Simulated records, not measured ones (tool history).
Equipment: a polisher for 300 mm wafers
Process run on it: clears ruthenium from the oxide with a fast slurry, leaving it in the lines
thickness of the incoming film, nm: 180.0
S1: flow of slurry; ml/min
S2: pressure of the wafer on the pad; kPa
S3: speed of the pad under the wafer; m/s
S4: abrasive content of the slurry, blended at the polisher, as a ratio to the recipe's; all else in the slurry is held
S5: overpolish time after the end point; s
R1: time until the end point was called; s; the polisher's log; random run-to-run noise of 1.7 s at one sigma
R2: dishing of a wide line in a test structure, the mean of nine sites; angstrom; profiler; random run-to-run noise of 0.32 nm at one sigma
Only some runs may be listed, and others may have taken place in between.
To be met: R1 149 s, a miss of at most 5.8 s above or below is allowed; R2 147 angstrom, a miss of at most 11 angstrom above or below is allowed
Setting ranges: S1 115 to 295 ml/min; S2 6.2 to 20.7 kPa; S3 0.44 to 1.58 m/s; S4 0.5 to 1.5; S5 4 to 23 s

run  hour   S1    S2    S3   S4  S5      R1      R2
  1     0  190  13.1     1    1  12  68.462  251.85
  2   4.8  160  13.1     1    1  12   69.52  236.87
  3  13.2  160  13.1     1  1.1  12  66.639  251.13
  4  18.3  160  13.1  0.88  1.1  12  74.804     225
  5  19.9  160  11.7  0.86  1.1  13  84.544  215.86
  6  27.6  160    11  0.84  1.1  13  91.679  199.46
  7  33.5  160  10.3  0.82  1.1  13  98.665   191.3
  8  39.8  160   9.7   0.8  1.1  13  108.54  174.68
  9  41.9  160     9   0.8  1.1  13   118.8  159.12
 10  50.6  160   8.3   0.8  1.1  13  126.69  149.45
 11  58.6  155   6.2   0.8  1.1  15  163.37  129.82
 12  61.2  160   6.2   0.8  1.1  15     166  134.31

Which one of the following 4 next-run settings gets every result inside its allowed miss? There is exactly one.
  A  63.8  120  7.6  0.72  1.25  15   ?   ?
  B  63.8  165  6.2  0.94  1.05  13   ?   ?
  C  63.8  145  8.3  0.64   1.1  12   ?   ?
  D  63.8  230  6.2  0.62  1.25  18   ?   ?

move      R1      R2
   A  148.16  142.55
   B  147.64  124.58
   C  157.86  108.02
   D  191.57  132.65
A: all results in spec
B: brings the last run's worst result on target, with another outside its allowed miss
C: lands further from the targets than the last run did
D: lands further from the targets than the last run did
So the answer is move A, the one that meets all the targets.
